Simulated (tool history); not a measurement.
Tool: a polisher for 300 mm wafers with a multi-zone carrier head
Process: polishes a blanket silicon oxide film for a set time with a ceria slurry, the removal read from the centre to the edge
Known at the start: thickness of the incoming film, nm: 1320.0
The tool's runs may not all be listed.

run    day  flow of slurry (ml/min)  pressure of the head's centre zone  pressure of the head's middle zone  pressure of the head's edge zone  polishing time (s)  film removed at the wafer's centre (nm)  film removed at mid-radius (nm)  film removed at the wafer's edge (nm)
  1  0.000                      255                                1.00                                1.00                              1.00                  48                                   297.07                           304.81                                 304.68
  2  0.033                      255                                1.00                                1.00                              1.00                  41                                   254.05                           262.64                                 252.16
  3  0.329                      255                                1.00                                1.00                              1.00                  31                                   190.13                           197.04                                 187.98
  4  0.617                      255                                1.00                                1.06                              1.00                  31                                   190.54                           200.23                                 194.43
  5  0.833                      225                                1.00                                1.06                              1.00                  31                                   188.42                           201.05                                 187.79
  6  1.100                      240                                0.99                                1.08                              1.03                  37                                   223.90                           246.24                                 239.24
  7  1.362                      240                                1.01                                1.10                              1.06                  40                                   250.32                           267.98                                 246.55
  8  1.675                      265                                0.98                                1.07                              1.08                  44                                   269.22                           294.63                                 282.07
  9  1.904                      265                                0.96                                1.04                              1.09                  47                                   282.42                           302.54                                 308.08
 10  1.975                      260                                0.95                                1.05                              1.10                  50                                   294.53                           329.31                                 325.54
 11  2.217                      260                                0.95                                1.05                              1.10                  50                                   293.34                           322.55                                 332.30
 12  2.421                      260                                0.95                                1.06                              1.12                  52                                   306.65                           337.02                                 342.90
 13  2.721                      280                                0.94                                1.06                              1.13                  53                                   310.38                           355.86                                 363.33
 14  2.888                      300                                0.95                                1.05                              1.14                  54                                   324.99                           364.05                                 362.66

Forecast run 15:
 15  3.238                      285                                0.95                                1.05                              1.14                  55                                        ?                                ?                                      ?

{"run 15": {"film removed at the wafer's centre (nm)": 324.89, "film removed at mid-radius (nm)": 364.8, "film removed at the wafer's edge (nm)": 376.17}}

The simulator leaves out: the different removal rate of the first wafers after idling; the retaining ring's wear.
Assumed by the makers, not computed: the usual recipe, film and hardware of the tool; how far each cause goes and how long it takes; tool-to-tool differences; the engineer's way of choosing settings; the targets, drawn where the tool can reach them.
